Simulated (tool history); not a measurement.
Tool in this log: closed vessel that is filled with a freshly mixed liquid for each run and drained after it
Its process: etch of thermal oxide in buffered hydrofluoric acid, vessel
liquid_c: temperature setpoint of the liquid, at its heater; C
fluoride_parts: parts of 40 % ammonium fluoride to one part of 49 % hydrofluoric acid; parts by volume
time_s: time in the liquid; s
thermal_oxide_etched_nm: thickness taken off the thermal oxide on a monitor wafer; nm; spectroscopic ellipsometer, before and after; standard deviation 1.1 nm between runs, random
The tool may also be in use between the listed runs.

{"run": 1, "hour": 0.0, "liquid_c": 21, "fluoride_parts": 19, "time_s": 100, "thermal_oxide_etched_nm": 53.21}
{"run": 2, "hour": 0.8, "liquid_c": 22, "fluoride_parts": 18, "time_s": 100, "thermal_oxide_etched_nm": 59.77}
{"run": 3, "hour": 9.0, "liquid_c": 22, "fluoride_parts": 15, "time_s": 100, "thermal_oxide_etched_nm": 71.909}
{"run": 4, "hour": 15.0, "liquid_c": 24.5, "fluoride_parts": 15, "time_s": 100, "thermal_oxide_etched_nm": 82.729}
{"run": 5, "hour": 22.1, "liquid_c": 25, "fluoride_parts": 15, "time_s": 100, "thermal_oxide_etched_nm": 84.506}
{"run": 6, "hour": 29.7, "liquid_c": 26.5, "fluoride_parts": 15, "time_s": 100, "thermal_oxide_etched_nm": 92.605}
{"run": 7, "hour": 36.0, "liquid_c": 27, "fluoride_parts": 15, "time_s": 100, "thermal_oxide_etched_nm": 94.698}
{"run": 8, "hour": 40.8, "liquid_c": 27, "fluoride_parts": 15, "time_s": 100, "thermal_oxide_etched_nm": 96.101}
{"run": 9, "hour": 46.6, "liquid_c": 27.5, "fluoride_parts": 15, "time_s": 100, "thermal_oxide_etched_nm": 96.236}

Expected results for the next run?
{"run": 10, "hour": 47.1, "liquid_c": 27.5, "fluoride_parts": 14.5, "time_s": 100, "thermal_oxide_etched_nm": "?"}

Run 10 measured thermal_oxide_etched_nm 98.878 nm.
